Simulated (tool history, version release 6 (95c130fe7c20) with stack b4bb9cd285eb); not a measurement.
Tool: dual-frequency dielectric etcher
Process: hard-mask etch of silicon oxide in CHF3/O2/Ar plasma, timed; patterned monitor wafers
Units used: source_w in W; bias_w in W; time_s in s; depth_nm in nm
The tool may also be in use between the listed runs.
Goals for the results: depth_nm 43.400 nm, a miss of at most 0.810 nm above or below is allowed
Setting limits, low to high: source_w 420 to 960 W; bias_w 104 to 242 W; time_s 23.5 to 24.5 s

Run 1, hour 0.0: source_w 690 W, bias_w 173 W, time_s 23.5 s. Result: depth_nm 47.290 nm.
Run 2, hour 6.8: source_w 810 W, bias_w 173 W, time_s 23.5 s. Result: depth_nm 50.223 nm.
Run 3, hour 10.6: source_w 810 W, bias_w 160 W, time_s 23.5 s. Result: depth_nm 49.110 nm.
Run 4, hour 16.2: source_w 780 W, bias_w 158 W, time_s 23.5 s. Result: depth_nm 48.067 nm.
Run 5, hour 19.1: source_w 750 W, bias_w 157 W, time_s 23.5 s. Result: depth_nm 46.922 nm.
Run 6, hour 20.4: source_w 750 W, bias_w 177 W, time_s 23.5 s. Result: depth_nm 49.624 nm.
Run 7, hour 21.7: source_w 710 W, bias_w 176 W, time_s 23.5 s. Result: depth_nm 47.791 nm.
Run 8, hour 23.3: source_w 690 W, bias_w 175 W, time_s 23.5 s. Result: depth_nm 47.267 nm.
Run 9, hour 28.3: source_w 670 W, bias_w 174 W, time_s 23.5 s. Result: depth_nm 46.385 nm.
Run 10, hour 32.0: source_w 560 W, bias_w 169 W, time_s 23.5 s. Result: depth_nm 41.930 nm.
Run 11, hour 36.6: source_w 570 W, bias_w 169 W, time_s 23.5 s. Result: depth_nm 42.481 nm.

Exercise: of the 4 proposed moves below, exactly one satisfies all targets within the stated allowed misses. Which move is it?
Run A, hour 41.2: source_w 640 W, bias_w 139 W, time_s 23.5 s. Result: depth_nm ?.
Run B, hour 41.2: source_w 420 W, bias_w 232 W, time_s 23.5 s. Result: depth_nm ?.
Run C, hour 41.2: source_w 570 W, bias_w 161 W, time_s 23.5 s. Result: depth_nm ?.
Run D, hour 41.2: source_w 560 W, bias_w 174 W, time_s 24.0 s. Result: depth_nm ?.

move  depth_nm
   A    41.824
   B    40.804
   C    41.619
   D    43.325
A: further off than the last run
B: further off than the last run
C: further off than the last run
D: every result within its allowed miss
D meets every target.
